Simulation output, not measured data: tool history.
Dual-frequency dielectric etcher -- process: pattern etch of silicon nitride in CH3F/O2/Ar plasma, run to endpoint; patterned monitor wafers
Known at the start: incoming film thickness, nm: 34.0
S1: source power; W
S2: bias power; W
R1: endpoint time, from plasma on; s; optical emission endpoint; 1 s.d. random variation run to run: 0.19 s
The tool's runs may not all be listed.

Run 1, hour 0.0: S1 440 W, S2 76 W. Result: R1 41.945 s.
Run 2, hour 2.9: S1 480 W, S2 76 W. Result: R1 40.306 s.
Run 3, hour 4.7: S1 520 W, S2 76 W. Result: R1 39.025 s.
Run 4, hour 13.5: S1 520 W, S2 66 W. Result: R1 40.912 s.
Run 5, hour 22.2: S1 530 W, S2 67 W. Result: R1 40.425 s.
Run 6, hour 22.7: S1 540 W, S2 68 W. Result: R1 40.026 s.

Forecast run 7:
Run 7, hour 23.5: S1 550 W, S2 69 W. Result: R1 ?.

R1: 38.935 s

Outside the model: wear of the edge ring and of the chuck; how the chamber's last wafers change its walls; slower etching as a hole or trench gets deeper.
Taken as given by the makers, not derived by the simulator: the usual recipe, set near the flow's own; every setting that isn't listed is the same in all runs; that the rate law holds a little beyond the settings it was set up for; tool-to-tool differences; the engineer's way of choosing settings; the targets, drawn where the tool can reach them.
